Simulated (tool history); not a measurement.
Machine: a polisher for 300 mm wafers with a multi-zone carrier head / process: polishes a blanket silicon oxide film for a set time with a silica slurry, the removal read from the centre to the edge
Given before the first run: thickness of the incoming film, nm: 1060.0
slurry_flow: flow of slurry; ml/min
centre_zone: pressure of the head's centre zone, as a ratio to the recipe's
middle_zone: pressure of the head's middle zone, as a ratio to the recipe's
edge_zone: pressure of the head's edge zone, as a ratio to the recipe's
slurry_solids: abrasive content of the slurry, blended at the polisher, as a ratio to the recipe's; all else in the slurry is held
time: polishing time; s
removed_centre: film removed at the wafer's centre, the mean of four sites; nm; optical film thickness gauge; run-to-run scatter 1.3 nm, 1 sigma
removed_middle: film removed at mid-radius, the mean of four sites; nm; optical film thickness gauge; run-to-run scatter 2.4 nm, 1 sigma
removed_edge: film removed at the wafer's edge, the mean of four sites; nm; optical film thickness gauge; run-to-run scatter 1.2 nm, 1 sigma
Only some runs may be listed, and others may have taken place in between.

| run | day | slurry_flow | centre_zone | middle_zone | edge_zone | slurry_solids | time | removed_centre | removed_middle | removed_edge |
|---|---|---|---|---|---|---|---|---|---|---|
| 1 | 0 | 225 | 1 | 1 | 1 | 1 | 62 | 223.11 | 220.51 | 215.51 |
| 2 | 0.254 | 215 | 1 | 1 | 0.94 | 0.95 | 62 | 215.28 | 218.41 | 205.15 |
| 3 | 0.45 | 160 | 1 | 1 | 0.94 | 0.95 | 62 | 210.96 | 212.87 | 202.73 |
| 4 | 0.642 | 165 | 1.01 | 1 | 0.91 | 0.9 | 62 | 210.33 | 204.56 | 196.67 |
| 5 | 0.888 | 170 | 1.01 | 1.02 | 0.88 | 0.85 | 62 | 206.81 | 209.13 | 192.07 |
| 6 | 0.967 | 210 | 1.01 | 1.02 | 0.88 | 0.85 | 62 | 210.47 | 211.44 | 194.14 |
| 7 | 1.1 | 205 | 1.02 | 1.02 | 0.86 | 0.8 | 62 | 209.82 | 206.2 | 190.54 |

What does the tool deliver on the next run?
| 8 | 1.258 | 200 | 1.02 | 1.03 | 0.84 | 0.75 | 62 | ? | ? | ? |

{"run 8": {"removed_centre": 205.74, "removed_middle": 203.16, "removed_edge": 183.22}}
